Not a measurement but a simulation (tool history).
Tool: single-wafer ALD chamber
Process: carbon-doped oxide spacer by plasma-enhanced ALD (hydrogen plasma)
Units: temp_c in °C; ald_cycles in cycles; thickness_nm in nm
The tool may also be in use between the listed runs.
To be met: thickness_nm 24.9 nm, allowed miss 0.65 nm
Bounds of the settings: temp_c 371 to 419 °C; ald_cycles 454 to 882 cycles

run	day	temp_c	ald_cycles	thickness_nm
1	0	395	668	31.888
2	0.154	395	634	30.122
3	0.25	395	556	26.431
4	0.492	395	631	30.188
5	0.712	395	543	25.888
6	0.833	395	636	30.151
7	1.125	395	612	29.109
8	1.212	395	593	28.316
9	1.3	395	577	27.459

4 next moves are on the table. One of them brings every result within its allowed miss. Which?
A	1.388	392	523	?
B	1.388	393	595	?
C	1.388	397	690	?
D	1.388	389	555	?

move	thickness_nm
A	25.01
B	28.453
C	32.995
D	26.54
A: meets every target
B: further off than the last run
C: further off than the last run
D: nearer than the last run, and not there yet
The right move is A.

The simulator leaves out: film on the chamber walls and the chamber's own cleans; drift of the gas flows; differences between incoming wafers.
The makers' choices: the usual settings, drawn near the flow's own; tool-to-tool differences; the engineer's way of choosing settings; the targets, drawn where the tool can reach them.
